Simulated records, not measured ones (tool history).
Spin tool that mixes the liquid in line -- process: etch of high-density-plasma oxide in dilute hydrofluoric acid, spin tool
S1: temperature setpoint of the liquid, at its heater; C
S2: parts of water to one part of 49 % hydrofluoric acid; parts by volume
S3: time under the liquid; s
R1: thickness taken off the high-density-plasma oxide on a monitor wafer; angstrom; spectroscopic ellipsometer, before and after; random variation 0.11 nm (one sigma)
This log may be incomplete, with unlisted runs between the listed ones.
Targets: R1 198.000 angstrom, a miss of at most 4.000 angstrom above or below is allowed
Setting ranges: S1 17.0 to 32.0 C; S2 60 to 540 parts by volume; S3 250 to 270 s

run,hour,S1,S2,S3,R1
1,0.0,24.0,300,250,77.916
2,2.4,21.5,300,250,71.158
3,4.7,21.5,385,250,51.349
4,13.1,23.5,385,250,55.098
5,14.9,23.5,460,250,43.452
6,19.4,27.0,460,250,48.148
7,28.1,28.5,355,250,71.514
8,29.8,32.0,235,250,139.120
9,36.1,32.0,210,250,161.030
10,41.4,32.0,195,250,176.210
11,49.6,32.0,190,250,183.730
12,52.0,32.0,185,250,190.380
13,55.0,32.0,175,250,201.120

Pick the move, out of 4, that brings all results within their allowed miss; only one does.
A,58.0,31.0,170,255,?
B,58.0,29.5,165,260,?
C,58.0,31.0,185,270,?
D,58.0,32.0,170,250,?

move,R1
A,207.320
B,207.880
C,197.850
D,210.460
A: lands further from the targets than the last run did
B: lands further from the targets than the last run did
C: all results in spec
D: lands further from the targets than the last run did
C is the move that brings every result within its allowed miss.

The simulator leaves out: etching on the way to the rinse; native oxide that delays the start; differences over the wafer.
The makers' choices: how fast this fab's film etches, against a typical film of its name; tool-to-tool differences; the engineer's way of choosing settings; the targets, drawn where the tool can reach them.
